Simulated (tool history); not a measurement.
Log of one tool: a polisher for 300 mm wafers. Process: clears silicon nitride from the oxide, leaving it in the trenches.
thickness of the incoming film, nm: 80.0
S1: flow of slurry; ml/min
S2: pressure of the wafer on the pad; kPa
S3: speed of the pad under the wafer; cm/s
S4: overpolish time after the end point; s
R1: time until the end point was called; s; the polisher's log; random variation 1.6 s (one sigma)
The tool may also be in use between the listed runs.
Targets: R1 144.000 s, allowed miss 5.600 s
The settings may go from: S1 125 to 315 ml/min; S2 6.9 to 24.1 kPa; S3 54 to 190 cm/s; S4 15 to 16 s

run  hour   S1    S2   S3  S4       R1
  1   0.0  205  15.2  122  15   92.649
  2   4.8  205  13.8  122  15  102.070
  3   6.0  205  13.8  142  15   89.339
  4   7.0  205  11.0  142  15  112.370
  5  11.1  205  13.8  142  15   88.907
  6  18.2  205  13.8  154  15   82.424
  7  20.7  205  12.4  154  15   89.963
     25.6  -- slurry nozzle cleaned
  8  25.6  205  11.0  152  15   99.343
  9  26.7  205  10.3  150  15  104.040
 10  34.1  200   6.9  134  15  174.270

Which of these 4 next moves meets every target?
  A  41.5  180  7.6  150  15   ?
  B  41.5  230  6.9  116  15   ?
  C  41.5  205  6.9  148  15   ?
  D  41.5  170  6.9  108  16   ?

move       R1
   A  144.000
   B  195.800
   C  156.720
   D  218.550
A: meets every target
B: further off than the last run
C: nearer than the last run, and not there yet
D: further off than the last run
Answer: A
